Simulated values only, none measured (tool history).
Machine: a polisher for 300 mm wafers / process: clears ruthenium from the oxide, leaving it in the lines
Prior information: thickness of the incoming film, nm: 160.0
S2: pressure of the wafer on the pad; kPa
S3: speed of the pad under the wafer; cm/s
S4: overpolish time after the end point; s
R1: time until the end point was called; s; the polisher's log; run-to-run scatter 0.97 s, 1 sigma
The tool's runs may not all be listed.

run 1 hour=0.0 | flow_of_slurry_(ml/min)=205 S2=11.0 S3=108 S4=29 | R1=170.36
run 2 hour=7.7 | flow_of_slurry_(ml/min)=210 S2=12.4 S3=108 S4=29 | R1=153.97
run 3 hour=15.2 | flow_of_slurry_(ml/min)=210 S2=13.8 S3=108 S4=29 | R1=142.50
run 4 hour=16.5 | flow_of_slurry_(ml/min)=210 S2=15.2 S3=108 S4=29 | R1=130.33
run 5 hour=22.4 | flow_of_slurry_(ml/min)=210 S2=15.2 S3=90 S4=29 | R1=148.46
run 6 hour=30.9 | flow_of_slurry_(ml/min)=210 S2=15.2 S3=90 S4=31 | R1=149.27
run 7 hour=35.9 | flow_of_slurry_(ml/min)=225 S2=17.9 S3=100 S4=31 | R1=119.16
run 8 hour=40.6 | flow_of_slurry_(ml/min)=225 S2=17.9 S3=104 S4=31 | R1=115.50

Expected results for the next run?
run 9 hour=48.2 | flow_of_slurry_(ml/min)=225 S2=17.9 S3=106 S4=31 | R1=?

R1: 113.41 s
